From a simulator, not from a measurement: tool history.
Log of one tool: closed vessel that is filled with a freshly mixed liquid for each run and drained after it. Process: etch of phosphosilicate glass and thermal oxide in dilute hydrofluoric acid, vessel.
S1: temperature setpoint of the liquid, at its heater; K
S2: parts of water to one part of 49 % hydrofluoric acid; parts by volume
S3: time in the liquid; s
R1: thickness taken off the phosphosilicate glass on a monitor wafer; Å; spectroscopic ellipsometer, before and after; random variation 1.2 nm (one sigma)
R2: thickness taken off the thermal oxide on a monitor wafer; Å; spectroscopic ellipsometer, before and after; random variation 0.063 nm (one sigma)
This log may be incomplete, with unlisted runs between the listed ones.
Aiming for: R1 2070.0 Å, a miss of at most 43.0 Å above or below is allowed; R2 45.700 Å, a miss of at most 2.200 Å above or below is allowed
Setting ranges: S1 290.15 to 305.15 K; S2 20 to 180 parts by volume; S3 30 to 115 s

Run 1, hour 0.0: S1 297.15 K, S2 100 parts by volume, S3 60 s. Result: R1 1126.7 Å, R2 25.556 Å.
Run 2, hour 5.2: S1 298.15 K, S2 95 parts by volume, S3 60 s. Result: R1 1242.9 Å, R2 27.715 Å.
Run 3, hour 13.9: S1 294.65 K, S2 95 parts by volume, S3 60 s. Result: R1 1063.5 Å, R2 23.793 Å.
Run 4, hour 22.8: S1 296.15 K, S2 95 parts by volume, S3 60 s. Result: R1 1149.8 Å, R2 25.449 Å.
Run 5, hour 30.4: S1 297.15 K, S2 90 parts by volume, S3 60 s. Result: R1 1272.6 Å, R2 27.976 Å.
Run 6, hour 32.7: S1 297.15 K, S2 90 parts by volume, S3 75 s. Result: R1 1590.3 Å, R2 35.485 Å.
Run 7, hour 38.6: S1 298.15 K, S2 90 parts by volume, S3 75 s. Result: R1 1647.8 Å, R2 37.499 Å.
Run 8, hour 40.9: S1 298.65 K, S2 90 parts by volume, S3 75 s. Result: R1 1683.8 Å, R2 36.449 Å.
Run 9, hour 44.9: S1 299.15 K, S2 90 parts by volume, S3 75 s. Result: R1 1714.8 Å, R2 37.616 Å.
Run 10, hour 52.4: S1 299.65 K, S2 90 parts by volume, S3 75 s. Result: R1 1737.5 Å, R2 38.384 Å.
Run 11, hour 54.5: S1 300.15 K, S2 90 parts by volume, S3 75 s. Result: R1 1785.8 Å, R2 39.353 Å.
Run 12, hour 57.2: S1 300.65 K, S2 90 parts by volume, S3 75 s. Result: R1 1810.6 Å, R2 38.859 Å.
Run 13, hour 65.3: S1 301.15 K, S2 85 parts by volume, S3 75 s. Result: R1 1968.6 Å, R2 43.910 Å.
Run 14, hour 69.7: S1 301.65 K, S2 85 parts by volume, S3 75 s. Result: R1 2002.8 Å, R2 44.213 Å.

Which one of the following 4 next-run settings gets every result inside its allowed miss? There is exactly one.
Run A, hour 74.1: S1 299.65 K, S2 45 parts by volume, S3 40 s. Result: R1 ?, R2 ?.
Run B, hour 74.1: S1 303.15 K, S2 70 parts by volume, S3 55 s. Result: R1 ?, R2 ?.
Run C, hour 74.1: S1 300.65 K, S2 90 parts by volume, S3 85 s. Result: R1 ?, R2 ?.
Run D, hour 74.1: S1 302.65 K, S2 90 parts by volume, S3 75 s. Result: R1 ?, R2 ?.

move      R1      R2
   A  1991.0  43.370
   B  1948.8  42.451
   C  2067.5  45.037
   D  1969.7  42.905
A: misses by more than the last run did
B: misses by more than the last run did
C: every result lands within tolerance
D: misses by more than the last run did
Move C is the one to make.
